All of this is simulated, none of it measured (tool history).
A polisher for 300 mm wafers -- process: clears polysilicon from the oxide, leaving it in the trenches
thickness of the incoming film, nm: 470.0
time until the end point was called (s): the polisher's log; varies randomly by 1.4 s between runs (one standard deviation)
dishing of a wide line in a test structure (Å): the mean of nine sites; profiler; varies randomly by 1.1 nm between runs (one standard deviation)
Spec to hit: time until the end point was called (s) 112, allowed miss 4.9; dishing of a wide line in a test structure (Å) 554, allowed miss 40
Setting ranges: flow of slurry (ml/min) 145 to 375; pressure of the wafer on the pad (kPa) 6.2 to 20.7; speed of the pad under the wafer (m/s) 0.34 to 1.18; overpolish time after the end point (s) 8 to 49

run	hour	flow of slurry (ml/min)	pressure of the wafer on the pad (kPa)	speed of the pad under the wafer (m/s)	overpolish time after the end point (s)	time until the end point was called (s)	dishing of a wide line in a test structure (Å)
1	0	240	13.1	0.76	25	71.793	668.13
2	4.3	185	13.1	0.76	25	74.355	662.04
3	5.3	185	12.4	0.76	24	79.212	606.67
4	7.9	185	15.2	0.76	24	65.269	678.21
5	13.6	185	15.2	0.88	24	56.652	682.42
6	21	185	13.8	0.86	25	63.95	685.78
7	23.5	185	12.4	0.86	25	69.484	635.67
8	24.7	185	11	0.84	26	79.668	638.8
9	32	185	10.3	0.84	26	85.914	634.46
10	36.2	185	6.9	0.82	19	127.47	424.58

4 next moves are on the table. One of them brings every result within its allowed miss. Which?
A	40.4	225	6.9	1	23	?	?
B	40.4	165	7.6	0.72	16	?	?
C	40.4	145	7.6	0.92	25	?	?
D	40.4	185	9	0.78	38	?	?

move	time until the end point was called (s)	dishing of a wide line in a test structure (Å)
A	104.42	540.91
B	132.43	379.55
C	110.58	547.7
D	103.54	657.49
A: gets the furthest-off result to its target, but another result is out of tolerance
B: moves away from the targets compared with the last run
C: meets every target
D: takes the result that was furthest off past its target
C is the move that brings every result within its allowed miss.
